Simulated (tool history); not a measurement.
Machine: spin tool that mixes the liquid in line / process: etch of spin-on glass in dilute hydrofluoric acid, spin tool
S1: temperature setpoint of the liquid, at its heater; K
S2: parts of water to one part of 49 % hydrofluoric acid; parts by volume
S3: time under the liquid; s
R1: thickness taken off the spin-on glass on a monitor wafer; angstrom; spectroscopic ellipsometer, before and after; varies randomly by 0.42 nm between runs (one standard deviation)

run	hour	S1	S2	S3	R1
1	0	295.15	180	300	420.76
2	1.9	295.15	180	300	418.53
3	3.8	292.65	180	300	379.08
4	10.7	293.65	175	300	408.07
5	17.2	293.65	175	300	406.09
6	21.1	294.65	170	300	436.48
7	26.7	295.65	165	300	470.76
8	27.3	296.65	160	300	503.32
9	30.6	297.15	155	300	537.17
10	38.8	297.65	155	300	547.3
11	39.4	298.15	155	300	557.9
12	45.9	298.15	155	300	558.55
13	49.7	298.65	155	300	574.17

Forecast run 14:
14	57.5	298.65	155	300	?

R1: 573.54 angstrom

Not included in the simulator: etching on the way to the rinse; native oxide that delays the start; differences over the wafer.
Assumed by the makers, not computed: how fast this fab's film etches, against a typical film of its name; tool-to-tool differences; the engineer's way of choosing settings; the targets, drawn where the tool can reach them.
